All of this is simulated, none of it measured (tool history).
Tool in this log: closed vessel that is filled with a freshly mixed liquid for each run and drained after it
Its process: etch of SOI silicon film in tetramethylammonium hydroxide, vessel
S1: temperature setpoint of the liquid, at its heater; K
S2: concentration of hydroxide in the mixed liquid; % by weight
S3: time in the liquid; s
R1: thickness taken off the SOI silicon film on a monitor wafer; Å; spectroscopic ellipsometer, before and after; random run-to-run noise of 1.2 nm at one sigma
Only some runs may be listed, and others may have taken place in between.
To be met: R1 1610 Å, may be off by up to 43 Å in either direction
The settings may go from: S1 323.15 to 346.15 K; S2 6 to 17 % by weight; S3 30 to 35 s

Run 1, hour 0: S1 333.15 K, S2 11.5 % by weight, S3 35 s. Result: R1 1211 Å.
Run 2, hour 4.6: S1 334.65 K, S2 11.5 % by weight, S3 35 s. Result: R1 1360.2 Å.
Run 3, hour 9.1: S1 334.65 K, S2 11.5 % by weight, S3 30 s. Result: R1 1149.7 Å.
Run 4, hour 10.1: S1 334.65 K, S2 11.5 % by weight, S3 30 s. Result: R1 1148 Å.
Run 5, hour 18.8: S1 336.65 K, S2 11.5 % by weight, S3 30 s. Result: R1 1306.4 Å.
Run 6, hour 23.3: S1 336.65 K, S2 11.5 % by weight, S3 30 s. Result: R1 1314.8 Å.
Run 7, hour 28.4: S1 337.65 K, S2 11.5 % by weight, S3 30 s. Result: R1 1389.9 Å.
Run 8, hour 35.9: S1 338.65 K, S2 11.5 % by weight, S3 30 s. Result: R1 1462.5 Å.
Run 9, hour 39.1: S1 339.15 K, S2 11.5 % by weight, S3 30 s. Result: R1 1518 Å.
Run 10, hour 47.4: S1 339.65 K, S2 11.5 % by weight, S3 30 s. Result: R1 1544.1 Å.
Run 11, hour 49: S1 340.65 K, S2 11.5 % by weight, S3 30 s. Result: R1 1641.3 Å.

Which of these 4 next moves meets every target?
Run A, hour 50.6: S1 340.15 K, S2 13 % by weight, S3 30 s. Result: R1 ?.
Run B, hour 50.6: S1 340.65 K, S2 12.5 % by weight, S3 30 s. Result: R1 ?.
Run C, hour 50.6: S1 338.65 K, S2 11.5 % by weight, S3 35 s. Result: R1 ?.
Run D, hour 50.6: S1 341.15 K, S2 11.5 % by weight, S3 30 s. Result: R1 ?.

move      R1
   A  1540.9
   B  1615.3
   C  1729.3
   D  1721.4
A: takes the result that was furthest off past its target
B: all results in spec
C: further off than the last run
D: further off than the last run
Move B is the one to make.
